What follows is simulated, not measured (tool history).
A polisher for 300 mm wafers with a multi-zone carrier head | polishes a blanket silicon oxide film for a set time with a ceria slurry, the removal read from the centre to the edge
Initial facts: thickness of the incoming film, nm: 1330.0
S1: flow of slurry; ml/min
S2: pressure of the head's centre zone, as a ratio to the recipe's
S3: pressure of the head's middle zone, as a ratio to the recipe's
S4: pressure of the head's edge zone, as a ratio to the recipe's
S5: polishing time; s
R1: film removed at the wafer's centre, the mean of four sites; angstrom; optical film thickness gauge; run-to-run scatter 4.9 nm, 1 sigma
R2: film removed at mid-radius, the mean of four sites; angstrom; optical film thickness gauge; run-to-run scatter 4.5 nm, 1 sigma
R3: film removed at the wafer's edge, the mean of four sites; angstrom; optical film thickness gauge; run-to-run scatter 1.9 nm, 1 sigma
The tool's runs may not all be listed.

{"run": 1, "hour": 0.0, "S1": 180, "S2": 1.0, "S3": 1.0, "S4": 1.0, "S5": 54, "R1": 2234.5, "R2": 2227.8, "R3": 2309.1}
{"run": 2, "hour": 1.2, "S1": 150, "S2": 1.0, "S3": 1.0, "S4": 1.0, "S5": 54, "R1": 2166.4, "R2": 2157.3, "R3": 2272.3}
{"run": 3, "hour": 7.1, "S1": 195, "S2": 1.0, "S3": 1.0, "S4": 1.0, "S5": 54, "R1": 2247.1, "R2": 2258.0, "R3": 2328.0}
{"run": 4, "hour": 12.0, "S1": 215, "S2": 1.06, "S3": 1.06, "S4": 1.03, "S5": 58, "R1": 2518.2, "R2": 2571.2, "R3": 2539.7}
{"run": 5, "hour": 16.5, "S1": 230, "S2": 1.1, "S3": 1.08, "S4": 1.02, "S5": 62, "R1": 2916.4, "R2": 2870.7, "R3": 2707.6}
{"run": 6, "hour": 24.9, "S1": 240, "S2": 1.12, "S3": 1.1, "S4": 1.04, "S5": 64, "R1": 3066.3, "R2": 2987.5, "R3": 2842.2}
{"run": 7, "hour": 33.0, "S1": 250, "S2": 1.14, "S3": 1.12, "S4": 1.05, "S5": 66, "R1": 3196.8, "R2": 3177.0, "R3": 2940.0}

For run 8, what comes out?
{"run": 8, "hour": 34.7, "S1": 255, "S2": 1.15, "S3": 1.13, "S4": 1.05, "S5": 67, "R1": "?", "R2": "?", "R3": "?"}

{"run 8": {"R1": 3305.0, "R2": 3222.1, "R3": 2977.8}}
